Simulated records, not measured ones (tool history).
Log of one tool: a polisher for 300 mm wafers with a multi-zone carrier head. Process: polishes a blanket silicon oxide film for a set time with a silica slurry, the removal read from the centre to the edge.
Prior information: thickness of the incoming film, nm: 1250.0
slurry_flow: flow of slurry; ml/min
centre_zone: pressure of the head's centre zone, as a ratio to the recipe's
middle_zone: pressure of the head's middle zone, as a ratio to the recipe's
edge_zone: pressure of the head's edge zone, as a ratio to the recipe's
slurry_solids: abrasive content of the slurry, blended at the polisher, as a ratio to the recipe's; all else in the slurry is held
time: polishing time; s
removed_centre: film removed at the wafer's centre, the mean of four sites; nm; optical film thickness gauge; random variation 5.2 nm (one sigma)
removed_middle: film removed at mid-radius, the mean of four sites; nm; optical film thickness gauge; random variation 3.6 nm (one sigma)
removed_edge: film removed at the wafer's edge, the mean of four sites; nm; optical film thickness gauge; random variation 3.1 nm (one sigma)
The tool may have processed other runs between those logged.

| run | day | slurry_flow | centre_zone | middle_zone | edge_zone | slurry_solids | time | removed_centre | removed_middle | removed_edge |
|---|---|---|---|---|---|---|---|---|---|---|
| 1 | 0.000 | 200 | 1.00 | 1.00 | 1.00 | 1.0 | 88 | 385.25 | 382.67 | 385.44 |
| 2 | 0.029 | 200 | 1.00 | 1.00 | 1.00 | 0.9 | 88 | 371.69 | 372.75 | 365.69 |
| 3 | 0.108 | 200 | 0.95 | 1.00 | 1.00 | 0.9 | 88 | 350.09 | 372.44 | 365.01 |
| 4 | 0.271 | 200 | 0.95 | 1.05 | 1.00 | 0.9 | 88 | 340.63 | 385.06 | 366.24 |
| 5 | 0.329 | 195 | 0.96 | 1.03 | 1.00 | 0.9 | 88 | 351.05 | 374.49 | 366.02 |
| 6 | 0.471 | 195 | 0.88 | 1.03 | 1.00 | 0.9 | 88 | 326.83 | 374.47 | 365.23 |
| 7 | 0.754 | 180 | 0.98 | 0.93 | 0.94 | 0.9 | 88 | 355.44 | 345.38 | 356.68 |
| 8 | 1.083 | 180 | 0.99 | 0.92 | 0.94 | 0.9 | 88 | 372.10 | 344.31 | 353.80 |
| 9 | 1.454 | 180 | 0.99 | 0.92 | 0.94 | 0.9 | 88 | 365.18 | 344.87 | 358.72 |

What will run 10 give?
| 10 | 1.621 | 180 | 0.99 | 0.91 | 0.94 | 0.9 | 88 | ? | ? | ? |

removed_centre: 354.51 nm
removed_middle: 339.74 nm
removed_edge: 353.66 nm
